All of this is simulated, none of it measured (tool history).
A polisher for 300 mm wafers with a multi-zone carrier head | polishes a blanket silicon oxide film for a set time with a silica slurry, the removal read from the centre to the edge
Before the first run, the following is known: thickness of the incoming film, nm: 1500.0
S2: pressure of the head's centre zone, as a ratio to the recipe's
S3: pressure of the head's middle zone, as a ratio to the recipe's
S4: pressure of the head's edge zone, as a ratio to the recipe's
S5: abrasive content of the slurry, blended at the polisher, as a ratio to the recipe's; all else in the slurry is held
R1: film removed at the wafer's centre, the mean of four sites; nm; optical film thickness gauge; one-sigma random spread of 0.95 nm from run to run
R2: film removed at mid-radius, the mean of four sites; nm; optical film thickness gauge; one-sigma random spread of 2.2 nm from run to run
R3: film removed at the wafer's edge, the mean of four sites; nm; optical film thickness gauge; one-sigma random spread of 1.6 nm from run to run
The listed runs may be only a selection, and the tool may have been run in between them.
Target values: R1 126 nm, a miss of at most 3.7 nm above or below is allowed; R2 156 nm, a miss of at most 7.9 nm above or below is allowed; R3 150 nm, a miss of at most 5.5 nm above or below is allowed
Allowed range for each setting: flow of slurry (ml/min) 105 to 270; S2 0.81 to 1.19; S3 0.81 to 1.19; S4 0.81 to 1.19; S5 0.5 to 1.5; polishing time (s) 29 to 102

Run 1, day 0: flow of slurry (ml/min) 175, S2 1, S3 1, S4 1, S5 1, polishing time (s) 65. Result: R1 174.31 nm, R2 175.61 nm, R3 177.35 nm.
Run 2, day 0.212: flow of slurry (ml/min) 175, S2 1, S3 1, S4 1, S5 1.2, polishing time (s) 65. Result: R1 186.29 nm, R2 183.92 nm, R3 188.32 nm.
Run 3, day 0.342: flow of slurry (ml/min) 175, S2 1, S3 1, S4 1, S5 1.2, polishing time (s) 71. Result: R1 201.67 nm, R2 201.29 nm, R3 207.38 nm.
Run 4, day 0.442: flow of slurry (ml/min) 175, S2 1.04, S3 1, S4 1, S5 1.2, polishing time (s) 71. Result: R1 212.89 nm, R2 207.55 nm, R3 202.65 nm.
At day 0.492: worn pad replaced by a new one.
Run 5, day 0.492: flow of slurry (ml/min) 175, S2 1.04, S3 1.05, S4 1, S5 1.2, polishing time (s) 71. Result: R1 229.95 nm, R2 234.56 nm, R3 222.79 nm.
Run 6, day 0.529: flow of slurry (ml/min) 175, S2 1, S3 1.04, S4 0.96, S5 1.05, polishing time (s) 71. Result: R1 215.75 nm, R2 229.51 nm, R3 208.05 nm.
Run 7, day 0.729: flow of slurry (ml/min) 165, S2 0.96, S3 1.03, S4 0.95, S5 0.95, polishing time (s) 70. Result: R1 194.39 nm, R2 207.69 nm, R3 200.61 nm.
Run 8, day 0.892: flow of slurry (ml/min) 185, S2 0.94, S3 1.03, S4 0.96, S5 0.85, polishing time (s) 67. Result: R1 178.08 nm, R2 195.98 nm, R3 185.09 nm.
Run 9, day 0.946: flow of slurry (ml/min) 200, S2 0.92, S3 1.03, S4 0.98, S5 0.8, polishing time (s) 65. Result: R1 167.92 nm, R2 189.4 nm, R3 178.89 nm.

Which single option among these 4 for the next run brings every result within its allowed miss of target? Just one does.
Run A, day 1: flow of slurry (ml/min) 210, S2 0.86, S3 1.08, S4 1.08, S5 0.5, polishing time (s) 61. Result: R1 ?, R2 ?, R3 ?.
Run B, day 1: flow of slurry (ml/min) 165, S2 0.83, S3 1.04, S4 0.87, S5 0.75, polishing time (s) 57. Result: R1 ?, R2 ?, R3 ?.
Run C, day 1: flow of slurry (ml/min) 165, S2 0.94, S3 1.07, S4 0.92, S5 0.55, polishing time (s) 61. Result: R1 ?, R2 ?, R3 ?.
Run D, day 1: flow of slurry (ml/min) 175, S2 0.87, S3 1.18, S4 1, S5 0.75, polishing time (s) 56. Result: R1 ?, R2 ?, R3 ?.

move      R1      R2      R3
   A  126.03  155.48  146.63
   B  127.05  158.26  139.73
   C  135.12  153.84  136.62
   D   131.7  171.86   147.4
A: hits every target within its allowed miss
B: corrects the largest miss of the last run, while another result sits out of spec
C: an improvement on the last run, though not all results are within tolerance
D: an improvement on the last run, though not all results are within tolerance
Go with A: it meets all targets.

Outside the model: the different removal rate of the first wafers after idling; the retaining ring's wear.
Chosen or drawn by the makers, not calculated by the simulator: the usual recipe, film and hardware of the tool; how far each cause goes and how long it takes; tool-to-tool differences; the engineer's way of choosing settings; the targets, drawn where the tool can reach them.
